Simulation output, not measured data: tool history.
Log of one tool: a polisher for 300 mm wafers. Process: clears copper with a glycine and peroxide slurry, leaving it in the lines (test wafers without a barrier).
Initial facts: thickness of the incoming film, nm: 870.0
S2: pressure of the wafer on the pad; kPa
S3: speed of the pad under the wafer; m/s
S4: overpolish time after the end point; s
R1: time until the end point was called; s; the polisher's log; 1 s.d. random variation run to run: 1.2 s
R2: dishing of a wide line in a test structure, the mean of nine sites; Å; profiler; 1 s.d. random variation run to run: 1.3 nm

Run 1, hour 0: flow of slurry (ml/min) 205, S2 20 kPa, S3 1.26 m/s, S4 14 s. Result: R1 123.46 s, R2 608.81 Å.
Run 2, hour 6.5: flow of slurry (ml/min) 205, S2 22.1 kPa, S3 1.26 m/s, S4 14 s. Result: R1 121.02 s, R2 619.68 Å.
Run 3, hour 9.4: flow of slurry (ml/min) 205, S2 23.4 kPa, S3 1.32 m/s, S4 15 s. Result: R1 109.56 s, R2 709.38 Å.
Run 4, hour 10: flow of slurry (ml/min) 245, S2 23.4 kPa, S3 1.32 m/s, S4 15 s. Result: R1 103.26 s, R2 737.56 Å.
Run 5, hour 10.9: flow of slurry (ml/min) 245, S2 24.8 kPa, S3 1.32 m/s, S4 15 s. Result: R1 101.02 s, R2 740.32 Å.
Run 6, hour 19.5: flow of slurry (ml/min) 210, S2 24.8 kPa, S3 1.32 m/s, S4 15 s. Result: R1 105.3 s, R2 735.7 Å.
Run 7, hour 21.8: flow of slurry (ml/min) 215, S2 26.2 kPa, S3 1.34 m/s, S4 15 s. Result: R1 97.476 s, R2 748.43 Å.

Run 8 has not been measured yet. What should we expect?
Run 8, hour 29.5: flow of slurry (ml/min) 215, S2 26.9 kPa, S3 1.36 m/s, S4 16 s. Result: R1 ?, R2 ?.

Run 8 yielded R1 97.52 s, R2 832.73 Å.
